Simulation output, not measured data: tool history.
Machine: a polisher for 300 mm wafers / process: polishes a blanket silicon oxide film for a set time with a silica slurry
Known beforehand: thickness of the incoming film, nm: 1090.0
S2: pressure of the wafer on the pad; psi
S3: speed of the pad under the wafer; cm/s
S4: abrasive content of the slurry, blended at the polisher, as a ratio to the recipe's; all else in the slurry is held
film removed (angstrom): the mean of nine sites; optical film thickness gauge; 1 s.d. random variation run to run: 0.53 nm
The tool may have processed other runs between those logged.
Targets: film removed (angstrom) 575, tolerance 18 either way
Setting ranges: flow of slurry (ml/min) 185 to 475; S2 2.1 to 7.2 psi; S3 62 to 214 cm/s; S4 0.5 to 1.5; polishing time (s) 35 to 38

Run 1, day 0: flow of slurry (ml/min) 305, S2 4.6 psi, S3 138 cm/s, S4 1, polishing time (s) 38. Result: film removed (angstrom) 1419.9.
Run 2, day 0.129: flow of slurry (ml/min) 305, S2 4.6 psi, S3 126 cm/s, S4 1, polishing time (s) 38. Result: film removed (angstrom) 1369.
Run 3, day 0.471: flow of slurry (ml/min) 305, S2 4.1 psi, S3 114 cm/s, S4 1, polishing time (s) 38. Result: film removed (angstrom) 1115.8.
Run 4, day 0.538: flow of slurry (ml/min) 305, S2 4.1 psi, S3 114 cm/s, S4 1, polishing time (s) 38. Result: film removed (angstrom) 1130.3.
Run 5, day 0.65: flow of slurry (ml/min) 305, S2 3.7 psi, S3 106 cm/s, S4 1, polishing time (s) 38. Result: film removed (angstrom) 957.64.
Run 6, day 0.942: flow of slurry (ml/min) 305, S2 3.1 psi, S3 106 cm/s, S4 1, polishing time (s) 38. Result: film removed (angstrom) 819.11.
Run 7, day 1.2: flow of slurry (ml/min) 305, S2 2.9 psi, S3 104 cm/s, S4 1, polishing time (s) 38. Result: film removed (angstrom) 750.59.
Run 8, day 1.292: flow of slurry (ml/min) 305, S2 2.7 psi, S3 102 cm/s, S4 1, polishing time (s) 38. Result: film removed (angstrom) 688.75.
Run 9, day 1.508: flow of slurry (ml/min) 305, S2 2.6 psi, S3 102 cm/s, S4 1, polishing time (s) 38. Result: film removed (angstrom) 677.61.
Run 10, day 1.854: flow of slurry (ml/min) 305, S2 2.1 psi, S3 90 cm/s, S4 1, polishing time (s) 38. Result: film removed (angstrom) 513.37.
Run 11, day 2.121: flow of slurry (ml/min) 305, S2 2.5 psi, S3 90 cm/s, S4 1, polishing time (s) 38. Result: film removed (angstrom) 594.55.

Which single option among these 4 for the next run brings every result within its allowed miss of target? Just one does.
Run A, day 2.388: flow of slurry (ml/min) 295, S2 2.2 psi, S3 144 cm/s, S4 0.9, polishing time (s) 35. Result: film removed (angstrom) ?.
Run B, day 2.388: flow of slurry (ml/min) 350, S2 2.6 psi, S3 108 cm/s, S4 0.95, polishing time (s) 35. Result: film removed (angstrom) ?.
Run C, day 2.388: flow of slurry (ml/min) 305, S2 2.4 psi, S3 88 cm/s, S4 1.1, polishing time (s) 37. Result: film removed (angstrom) ?.
Run D, day 2.388: flow of slurry (ml/min) 325, S2 2.7 psi, S3 92 cm/s, S4 1.05, polishing time (s) 35. Result: film removed (angstrom) ?.

move  film removed (angstrom)
   A                   639.59
   B                   639.29
   C                   573.37
   D                   616.55
A: lands further from the targets than the last run did
B: lands further from the targets than the last run did
C: every result within its allowed miss
D: lands further from the targets than the last run did
Go with C: it meets all targets.
